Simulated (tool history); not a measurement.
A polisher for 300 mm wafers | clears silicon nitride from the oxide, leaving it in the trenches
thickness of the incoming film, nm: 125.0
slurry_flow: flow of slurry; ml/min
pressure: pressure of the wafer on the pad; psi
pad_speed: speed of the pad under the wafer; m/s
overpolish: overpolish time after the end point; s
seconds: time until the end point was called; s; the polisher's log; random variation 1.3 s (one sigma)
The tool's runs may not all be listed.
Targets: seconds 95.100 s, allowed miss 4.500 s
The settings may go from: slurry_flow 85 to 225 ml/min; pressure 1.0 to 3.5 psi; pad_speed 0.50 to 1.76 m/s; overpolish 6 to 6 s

run 1 hour=0.0 | slurry_flow=145 pressure=2.2 pad_speed=1.12 overpolish=6 | seconds=148.650
run 2 hour=4.9 | slurry_flow=110 pressure=2.2 pad_speed=1.12 overpolish=6 | seconds=157.140
run 3 hour=13.7 | slurry_flow=110 pressure=2.2 pad_speed=0.86 overpolish=6 | seconds=206.040
run 4 hour=14.7 | slurry_flow=85 pressure=2.2 pad_speed=0.86 overpolish=6 | seconds=214.780
-- hour=18.4 worn pad replaced by a new one
run 5 hour=18.4 | slurry_flow=85 pressure=2.5 pad_speed=0.86 overpolish=6 | seconds=183.310
run 6 hour=25.9 | slurry_flow=90 pressure=2.7 pad_speed=0.88 overpolish=6 | seconds=162.230
run 7 hour=34.4 | slurry_flow=95 pressure=2.9 pad_speed=0.90 overpolish=6 | seconds=148.610
run 8 hour=41.0 | slurry_flow=100 pressure=3.0 pad_speed=0.94 overpolish=6 | seconds=140.490
run 9 hour=46.1 | slurry_flow=100 pressure=3.0 pad_speed=0.94 overpolish=6 | seconds=140.150

4 next moves are on the table. One of them brings every result within its allowed miss. Which?
run A hour=51.2 | slurry_flow=90 pressure=3.2 pad_speed=1.18 overpolish=6 | seconds=?
run B hour=51.2 | slurry_flow=100 pressure=3.5 pad_speed=1.48 overpolish=6 | seconds=?
run C hour=51.2 | slurry_flow=85 pressure=3.2 pad_speed=1.22 overpolish=6 | seconds=?
run D hour=51.2 | slurry_flow=90 pressure=3.5 pad_speed=1.26 overpolish=6 | seconds=?

move=A seconds=111.060
move=B seconds=81.054
move=C seconds=109.460
move=D seconds=97.759
A: nearer than the last run, and not there yet
B: takes the result that was furthest off past its target
C: nearer than the last run, and not there yet
D: meets every target
Answer: D

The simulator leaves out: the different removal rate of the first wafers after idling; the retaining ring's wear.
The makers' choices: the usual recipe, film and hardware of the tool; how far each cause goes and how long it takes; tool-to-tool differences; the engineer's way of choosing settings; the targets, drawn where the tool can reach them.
